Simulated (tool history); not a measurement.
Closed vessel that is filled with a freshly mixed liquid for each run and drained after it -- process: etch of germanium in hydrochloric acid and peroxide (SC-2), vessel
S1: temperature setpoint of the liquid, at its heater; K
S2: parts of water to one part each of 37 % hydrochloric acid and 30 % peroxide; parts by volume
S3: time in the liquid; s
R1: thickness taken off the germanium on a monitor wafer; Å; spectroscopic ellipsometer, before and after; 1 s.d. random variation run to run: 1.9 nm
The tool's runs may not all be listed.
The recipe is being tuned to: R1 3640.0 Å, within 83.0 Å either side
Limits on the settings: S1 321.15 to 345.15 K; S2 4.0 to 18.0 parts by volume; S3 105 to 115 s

run	hour	S1	S2	S3	R1
1	0.0	337.15	10.0	105	5465.3
2	3.7	340.15	10.0	105	5964.7
3	6.1	340.15	10.0	105	6027.9
4	13.1	340.15	6.5	105	6209.4
5	16.6	335.15	7.0	105	5333.0
6	21.8	335.15	7.0	115	5875.1
7	26.0	331.15	7.5	115	5173.8
8	32.4	328.15	7.5	115	4747.3
9	37.0	321.15	11.0	110	3523.5

Next run, 5 choices. One meets every target within its allowed miss, the rest don't. Which?
A	41.6	324.15	12.5	110	?
B	41.6	321.15	11.0	105	?
C	41.6	321.15	12.5	115	?
D	41.6	321.15	14.0	110	?
E	41.6	325.15	18.0	115	?

move	R1
A	3827.9
B	3375.3
C	3644.1
D	3435.0
E	3899.0
A: takes the biggest miss from the last run beyond its target
B: moves away from the targets compared with the last run
C: hits every target within its allowed miss
D: moves away from the targets compared with the last run
E: takes the biggest miss from the last run beyond its target
The move that meets every target is C.

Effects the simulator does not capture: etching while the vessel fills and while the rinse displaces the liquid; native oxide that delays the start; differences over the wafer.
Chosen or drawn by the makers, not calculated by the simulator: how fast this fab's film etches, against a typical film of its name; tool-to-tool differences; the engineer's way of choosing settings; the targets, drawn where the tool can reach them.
